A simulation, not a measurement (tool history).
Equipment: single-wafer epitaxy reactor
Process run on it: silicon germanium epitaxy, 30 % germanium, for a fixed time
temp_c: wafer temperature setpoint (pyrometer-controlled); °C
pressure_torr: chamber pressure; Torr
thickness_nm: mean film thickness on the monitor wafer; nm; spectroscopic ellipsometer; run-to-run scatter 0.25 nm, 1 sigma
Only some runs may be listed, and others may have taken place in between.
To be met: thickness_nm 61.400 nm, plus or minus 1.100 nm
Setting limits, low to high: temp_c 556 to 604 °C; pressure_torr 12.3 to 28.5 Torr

run,hour,temp_c,pressure_torr,thickness_nm
1,0.0,580,20.4,37.927
2,6.3,580,23.3,39.441
3,9.0,586,23.4,45.350
4,10.4,586,25.4,46.284
5,16.8,577,25.4,37.796
6,17.4,582,25.5,42.427
7,24.4,586,25.6,46.465
8,26.7,589,25.7,49.612
9,29.4,589,25.7,49.400
# hour 34.3: capacitance manometer re-zeroed and calibrated
10,34.3,591,25.8,53.081

Below are 5 possible settings for the next run. Only one of them brings all results inside the allowed miss of their targets. Which is it?
A,39.2,599,28.4,?
B,39.2,601,24.6,?
C,39.2,585,24.4,?
D,39.2,598,25.4,?
E,39.2,601,24.4,?

move,thickness_nm
A,65.011
B,64.545
C,45.944
D,61.310
E,64.369
A: pushes the last run's worst result past its target
B: pushes the last run's worst result past its target
C: its largest miss is bigger than the last run's
D: all results in spec
E: pushes the last run's worst result past its target
Move D is the one to make.
